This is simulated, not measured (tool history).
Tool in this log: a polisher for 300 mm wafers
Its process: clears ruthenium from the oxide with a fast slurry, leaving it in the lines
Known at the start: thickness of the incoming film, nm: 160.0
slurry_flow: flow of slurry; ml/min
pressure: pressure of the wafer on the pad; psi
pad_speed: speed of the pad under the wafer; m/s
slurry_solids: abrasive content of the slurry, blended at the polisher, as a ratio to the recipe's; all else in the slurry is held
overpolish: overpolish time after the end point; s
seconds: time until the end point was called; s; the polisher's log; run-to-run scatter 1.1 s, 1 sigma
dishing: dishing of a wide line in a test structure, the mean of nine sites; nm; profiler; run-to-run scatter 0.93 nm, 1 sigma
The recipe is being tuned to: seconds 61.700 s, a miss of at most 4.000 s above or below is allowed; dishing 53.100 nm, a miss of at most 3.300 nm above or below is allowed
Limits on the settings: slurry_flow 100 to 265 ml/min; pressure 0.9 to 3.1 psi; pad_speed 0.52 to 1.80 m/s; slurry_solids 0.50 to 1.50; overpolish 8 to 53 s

Run 1, hour 0.0: slurry_flow 170 ml/min, pressure 2.0 psi, pad_speed 1.16 m/s, slurry_solids 1.00, overpolish 27 s. Result: seconds 44.586 s, dishing 67.006 nm.
Run 2, hour 3.7: slurry_flow 170 ml/min, pressure 2.0 psi, pad_speed 1.16 m/s, slurry_solids 1.05, overpolish 27 s. Result: seconds 43.873 s, dishing 67.265 nm.
Run 3, hour 9.9: slurry_flow 170 ml/min, pressure 2.0 psi, pad_speed 1.16 m/s, slurry_solids 1.05, overpolish 22 s. Result: seconds 44.508 s, dishing 54.902 nm.
Run 4, hour 16.5: slurry_flow 165 ml/min, pressure 1.8 psi, pad_speed 1.16 m/s, slurry_solids 1.05, overpolish 24 s. Result: seconds 47.821 s, dishing 53.447 nm.
Run 5, hour 18.6: slurry_flow 185 ml/min, pressure 1.8 psi, pad_speed 1.16 m/s, slurry_solids 1.05, overpolish 24 s. Result: seconds 47.425 s, dishing 53.169 nm.
Run 6, hour 26.8: slurry_flow 180 ml/min, pressure 1.7 psi, pad_speed 1.14 m/s, slurry_solids 1.00, overpolish 26 s. Result: seconds 49.933 s, dishing 53.850 nm.
Run 7, hour 33.0: slurry_flow 180 ml/min, pressure 1.1 psi, pad_speed 1.10 m/s, slurry_solids 1.00, overpolish 32 s. Result: seconds 78.849 s, dishing 45.688 nm.
Run 8, hour 34.8: slurry_flow 185 ml/min, pressure 1.2 psi, pad_speed 1.10 m/s, slurry_solids 1.00, overpolish 31 s. Result: seconds 74.429 s, dishing 47.525 nm.
Run 9, hour 40.7: slurry_flow 185 ml/min, pressure 1.3 psi, pad_speed 1.10 m/s, slurry_solids 1.00, overpolish 31 s. Result: seconds 66.929 s, dishing 50.093 nm.
Run 10, hour 48.5: slurry_flow 190 ml/min, pressure 1.3 psi, pad_speed 1.10 m/s, slurry_solids 1.00, overpolish 31 s. Result: seconds 68.100 s, dishing 50.302 nm.
Run 11, hour 54.9: slurry_flow 195 ml/min, pressure 1.3 psi, pad_speed 1.10 m/s, slurry_solids 1.00, overpolish 31 s. Result: seconds 67.545 s, dishing 51.040 nm.
Run 12, hour 60.6: slurry_flow 200 ml/min, pressure 1.3 psi, pad_speed 1.10 m/s, slurry_solids 1.00, overpolish 31 s. Result: seconds 66.544 s, dishing 51.173 nm.
Run 13, hour 69.3: slurry_flow 205 ml/min, pressure 1.3 psi, pad_speed 1.10 m/s, slurry_solids 1.00, overpolish 31 s. Result: seconds 68.250 s, dishing 51.894 nm.
Run 14, hour 72.4: slurry_flow 205 ml/min, pressure 1.3 psi, pad_speed 1.10 m/s, slurry_solids 1.00, overpolish 30 s. Result: seconds 64.932 s, dishing 49.016 nm.
Run 15, hour 77.5: slurry_flow 210 ml/min, pressure 1.3 psi, pad_speed 1.10 m/s, slurry_solids 1.00, overpolish 31 s. Result: seconds 67.308 s, dishing 52.526 nm.
At hour 79.9: worn pad replaced by a new one.
Run 16, hour 79.9: slurry_flow 210 ml/min, pressure 1.5 psi, pad_speed 1.10 m/s, slurry_solids 1.00, overpolish 29 s. Result: seconds 54.199 s, dishing 57.804 nm.
Run 17, hour 82.2: slurry_flow 200 ml/min, pressure 1.5 psi, pad_speed 1.10 m/s, slurry_solids 1.00, overpolish 29 s. Result: seconds 53.960 s, dishing 57.320 nm.
Run 18, hour 90.7: slurry_flow 190 ml/min, pressure 1.5 psi, pad_speed 1.10 m/s, slurry_solids 1.00, overpolish 29 s. Result: seconds 55.151 s, dishing 56.347 nm.
Run 19, hour 97.8: slurry_flow 185 ml/min, pressure 1.5 psi, pad_speed 1.10 m/s, slurry_solids 1.00, overpolish 29 s. Result: seconds 55.077 s, dishing 55.998 nm.

Consider the 5 candidate settings below. Which is the only one whose results all fall within their allowed miss of target?
Run A, hour 104.9: slurry_flow 210 ml/min, pressure 1.2 psi, pad_speed 1.38 m/s, slurry_solids 1.15, overpolish 25 s. Result: seconds ?, dishing ?.
Run B, hour 104.9: slurry_flow 180 ml/min, pressure 1.9 psi, pad_speed 0.98 m/s, slurry_solids 1.10, overpolish 27 s. Result: seconds ?, dishing ?.
Run C, hour 104.9: slurry_flow 225 ml/min, pressure 1.6 psi, pad_speed 1.04 m/s, slurry_solids 1.05, overpolish 29 s. Result: seconds ?, dishing ?.
Run D, hour 104.9: slurry_flow 165 ml/min, pressure 0.9 psi, pad_speed 1.50 m/s, slurry_solids 1.15, overpolish 30 s. Result: seconds ?, dishing ?.
Run E, hour 104.9: slurry_flow 185 ml/min, pressure 1.1 psi, pad_speed 1.36 m/s, slurry_solids 0.95, overpolish 38 s. Result: seconds ?, dishing ?.

move  seconds  dishing
   A   52.127   54.182
   B   49.519   60.389
   C   54.260   59.387
   D   64.439   52.820
   E   63.211   65.473
A: misses by more than the last run did
B: misses by more than the last run did
C: misses by more than the last run did
D: all results in spec
E: corrects the largest miss of the last run, while another result sits out of spec
Correct choice: D, which meets every target
